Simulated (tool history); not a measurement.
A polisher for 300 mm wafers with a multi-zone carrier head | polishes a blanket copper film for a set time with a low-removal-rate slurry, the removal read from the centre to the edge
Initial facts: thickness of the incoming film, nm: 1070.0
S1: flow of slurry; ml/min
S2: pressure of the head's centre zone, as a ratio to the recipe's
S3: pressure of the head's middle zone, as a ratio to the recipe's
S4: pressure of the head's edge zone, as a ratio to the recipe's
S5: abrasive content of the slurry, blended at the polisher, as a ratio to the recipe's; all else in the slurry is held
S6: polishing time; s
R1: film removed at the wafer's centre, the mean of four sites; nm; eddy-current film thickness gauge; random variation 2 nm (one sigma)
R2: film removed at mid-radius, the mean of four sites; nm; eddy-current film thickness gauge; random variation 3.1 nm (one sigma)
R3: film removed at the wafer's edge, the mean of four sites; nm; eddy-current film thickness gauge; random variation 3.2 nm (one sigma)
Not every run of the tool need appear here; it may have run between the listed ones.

| run | hour | S1 | S2 | S3 | S4 | S5 | S6 | R1 | R2 | R3 |
|---|---|---|---|---|---|---|---|---|---|---|
| 1 | 0 | 270 | 1 | 1 | 1 | 1 | 62 | 156.53 | 148.61 | 152.82 |
| 2 | 8.6 | 270 | 1 | 1 | 1.03 | 1 | 62 | 155.8 | 152.01 | 156.52 |
| 3 | 16.7 | 275 | 1.04 | 0.99 | 1.06 | 1.1 | 65 | 173.11 | 163.7 | 163.65 |
| 4 | 18.3 | 270 | 1.04 | 0.95 | 1.07 | 1.15 | 70 | 188.77 | 165.65 | 185.28 |
| 5 | 22.8 | 270 | 1.04 | 0.95 | 0.99 | 1.15 | 70 | 185.79 | 167.31 | 179.37 |
| 6 | 29.2 | 270 | 1.04 | 0.95 | 1.04 | 1.15 | 70 | 185.28 | 168.01 | 179.84 |
| 7 | 31.4 | 270 | 1.04 | 0.95 | 1.04 | 1.15 | 70 | 187.9 | 165.69 | 184.39 |
| 8 | 37.2 | 270 | 1.05 | 0.95 | 1.05 | 1.25 | 73 | 198.22 | 176.5 | 191.33 |
| 9 | 40.8 | 275 | 1.06 | 0.95 | 1.06 | 1.25 | 76 | 212.6 | 184.42 | 204.42 |
| 10 | 46.2 | 280 | 1.07 | 0.95 | 1.07 | 1.3 | 78 | 216.87 | 196.11 | 209.35 |

What does the tool deliver on the next run?
| 11 | 49.4 | 280 | 1.08 | 0.94 | 1.08 | 1.3 | 79 | ? | ? | ? |

{"run 11": {"R1": 223.42, "R2": 193.11, "R3": 216.93}}
